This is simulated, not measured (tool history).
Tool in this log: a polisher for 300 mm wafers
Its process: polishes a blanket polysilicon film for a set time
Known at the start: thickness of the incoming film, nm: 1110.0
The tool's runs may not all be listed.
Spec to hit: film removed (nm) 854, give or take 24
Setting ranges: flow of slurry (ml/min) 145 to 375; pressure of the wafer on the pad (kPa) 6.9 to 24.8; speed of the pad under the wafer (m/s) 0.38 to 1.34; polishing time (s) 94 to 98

| run | hour | flow of slurry (ml/min) | pressure of the wafer on the pad (kPa) | speed of the pad under the wafer (m/s) | polishing time (s) | film removed (nm) |
|---|---|---|---|---|---|---|
| 1 | 0 | 240 | 15.9 | 0.86 | 94 | 491.79 |
| 2 | 1.5 | 205 | 15.9 | 0.86 | 94 | 490.11 |
| 3 | 3.5 | 205 | 18.6 | 0.86 | 94 | 565.43 |
| 4 | 7 | 235 | 18.6 | 0.86 | 94 | 582.12 |
| 5 | 12.1 | 245 | 20.7 | 0.86 | 94 | 647.41 |
| 6 | 18.4 | 245 | 20.7 | 0.68 | 94 | 508.98 |
| 7 | 19 | 245 | 22.1 | 0.74 | 94 | 588.07 |
| 8 | 26.2 | 250 | 22.8 | 0.8 | 94 | 654.89 |
| 9 | 32 | 250 | 23.4 | 0.84 | 94 | 716.38 |
| 10 | 37.8 | 250 | 24.1 | 0.86 | 94 | 738.81 |
| 11 | 42.2 | 255 | 24.1 | 0.88 | 94 | 774.25 |
| 12 | 49.1 | 260 | 24.1 | 0.9 | 94 | 798.13 |
| 13 | 55.2 | 265 | 24.1 | 0.9 | 94 | 787.91 |

Below are 4 possible settings for the next run. Only one of them brings all results inside the allowed miss of their targets. Which is it?
| A | 61.3 | 250 | 23.4 | 0.96 | 98 | ? |
| B | 61.3 | 275 | 24.8 | 0.84 | 97 | ? |
| C | 61.3 | 260 | 24.1 | 0.92 | 94 | ? |
| D | 61.3 | 245 | 23.4 | 0.96 | 94 | ? |

| move | film removed (nm) |
|---|---|
| A | 842.22 |
| B | 782.65 |
| C | 801.01 |
| D | 805.92 |
A: hits every target within its allowed miss
B: the biggest miss grows against the last run
C: closer than the last run, but not yet in spec
D: closer than the last run, but not yet in spec
Move A is the one to make.
